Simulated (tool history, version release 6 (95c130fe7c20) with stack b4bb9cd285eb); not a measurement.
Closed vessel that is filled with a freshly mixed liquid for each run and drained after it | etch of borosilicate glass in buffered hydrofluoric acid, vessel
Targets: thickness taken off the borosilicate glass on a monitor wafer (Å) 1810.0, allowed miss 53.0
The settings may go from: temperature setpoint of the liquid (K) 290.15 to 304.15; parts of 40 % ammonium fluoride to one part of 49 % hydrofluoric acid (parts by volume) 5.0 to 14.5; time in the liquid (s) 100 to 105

run	hour	temperature setpoint of the liquid (K)	parts of 40 % ammonium fluoride to one part of 49 % hydrofluoric acid (parts by volume)	time in the liquid (s)	thickness taken off the borosilicate glass on a monitor wafer (Å)
1	0.0	296.15	9.0	100	1402.4
2	6.0	296.15	8.0	100	1585.4
3	12.0	296.65	8.0	100	1637.5
4	16.0	297.15	8.0	100	1700.6
5	23.9	297.15	10.0	100	1368.3
6	25.3	297.15	12.0	100	1153.6
7	30.9	298.15	12.0	100	1225.8
8	37.2	302.15	11.5	100	1565.2
9	42.0	302.65	11.5	100	1587.3
10	46.9	303.15	11.5	100	1657.9
11	53.4	303.65	11.5	100	1695.2

Which of these 4 next moves meets every target?
A	59.9	304.15	11.0	105	?
B	59.9	304.15	10.5	100	?
C	59.9	302.15	10.0	100	?
D	59.9	303.15	10.0	105	?

move	thickness taken off the borosilicate glass on a monitor wafer (Å)
A	1917.2
B	1911.3
C	1808.5
D	1999.8
A: takes the result that was furthest off past its target
B: takes the result that was furthest off past its target
C: meets every target
D: takes the result that was furthest off past its target
Answer: C
